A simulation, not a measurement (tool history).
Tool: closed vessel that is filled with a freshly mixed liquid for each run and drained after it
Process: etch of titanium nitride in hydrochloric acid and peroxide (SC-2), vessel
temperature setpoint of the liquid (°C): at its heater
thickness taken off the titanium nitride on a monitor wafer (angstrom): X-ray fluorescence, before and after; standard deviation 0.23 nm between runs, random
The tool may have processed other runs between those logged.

run,hour,temperature setpoint of the liquid (°C),parts of water to one part each of 37 % hydrochloric acid and 30 % peroxide (parts by volume),time in the liquid (s),thickness taken off the titanium nitride on a monitor wafer (angstrom)
1,0,64,7,300,157.61
2,1.2,64,7,300,156.78
3,4.6,64,7,200,103.74
4,10.2,64,8.5,200,90.616
5,14.6,66.5,7.5,200,113.74
6,19.4,66.5,7.5,300,172.44

The next listed run, before its measurement:
7,25.5,68,7.5,300,?

{"run 7": {"thickness taken off the titanium nitride on a monitor wafer (angstrom)": 187.13}}
